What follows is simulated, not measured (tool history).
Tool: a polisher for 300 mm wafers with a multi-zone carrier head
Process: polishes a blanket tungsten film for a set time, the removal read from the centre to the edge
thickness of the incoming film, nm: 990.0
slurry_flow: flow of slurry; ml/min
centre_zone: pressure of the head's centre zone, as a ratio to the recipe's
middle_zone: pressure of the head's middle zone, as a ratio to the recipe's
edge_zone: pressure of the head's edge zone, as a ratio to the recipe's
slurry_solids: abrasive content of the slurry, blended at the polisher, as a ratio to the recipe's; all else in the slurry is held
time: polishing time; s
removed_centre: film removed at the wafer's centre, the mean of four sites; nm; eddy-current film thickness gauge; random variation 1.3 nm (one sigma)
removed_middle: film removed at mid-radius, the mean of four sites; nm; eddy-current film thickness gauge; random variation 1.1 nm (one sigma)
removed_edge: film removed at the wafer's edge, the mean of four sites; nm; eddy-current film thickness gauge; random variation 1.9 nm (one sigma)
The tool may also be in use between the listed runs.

run  hour  slurry_flow  centre_zone  middle_zone  edge_zone  slurry_solids  time  removed_centre  removed_middle  removed_edge
  1     0          250            1            1          1              1    49          202.91          204.39        204.43
  2   2.3          250            1            1          1           1.15    49          205.47          209.56         207.3
  3  10.7          250            1         0.93          1           1.15    49           206.2          195.71        213.81
  4  15.6          250            1         0.93          1           1.15    55          230.47          216.84        236.26
  5  23.9          250            1         0.92       0.99            1.1    53           222.5          208.35        221.92
  6  27.7          250            1         0.92       0.92            1.1    53          222.19          210.46        221.89
  7  35.8          250         1.01         0.91       0.92           1.05    51          215.71          199.18        206.44
  8  40.8          245         1.01          0.9       0.93              1    50          205.45          189.78        202.14
  9  41.7          245         1.09         0.81       0.83           0.75    37          158.49          124.28        136.69
 10  48.8          245         1.09         0.81       0.84           0.75    37          159.71          126.51        134.42

Run 11 comes next. What will it give?
 11  53.1          240         1.09         0.81       0.86           0.75    37               ?               ?             ?

{"run 11": {"removed_centre": 158.29, "removed_middle": 127.71, "removed_edge": 137.44}}
